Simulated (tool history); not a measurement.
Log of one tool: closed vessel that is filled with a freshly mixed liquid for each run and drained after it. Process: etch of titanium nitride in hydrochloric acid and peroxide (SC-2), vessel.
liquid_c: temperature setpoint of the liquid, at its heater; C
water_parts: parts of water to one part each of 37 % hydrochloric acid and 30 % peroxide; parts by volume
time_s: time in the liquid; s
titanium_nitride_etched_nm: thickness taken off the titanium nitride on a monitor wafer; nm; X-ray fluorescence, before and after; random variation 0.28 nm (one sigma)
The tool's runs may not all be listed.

| run | day | liquid_c | water_parts | time_s | titanium_nitride_etched_nm |
|---|---|---|---|---|---|
| 1 | 0 | 62 | 11 | 630 | 21.871 |
| 2 | 0.129 | 62 | 11 | 630 | 21.869 |
| 3 | 0.442 | 64.5 | 10.5 | 630 | 26.568 |
| 4 | 0.738 | 64.5 | 10.5 | 675 | 28.376 |
| 5 | 0.938 | 68 | 10.5 | 675 | 35.322 |
| 6 | 1.133 | 69 | 10 | 675 | 38.854 |

Run 7 comes next. What will it give?
| 7 | 1.379 | 70 | 10 | 675 | ? |

{"run 7": {"titanium_nitride_etched_nm": 41.14}}
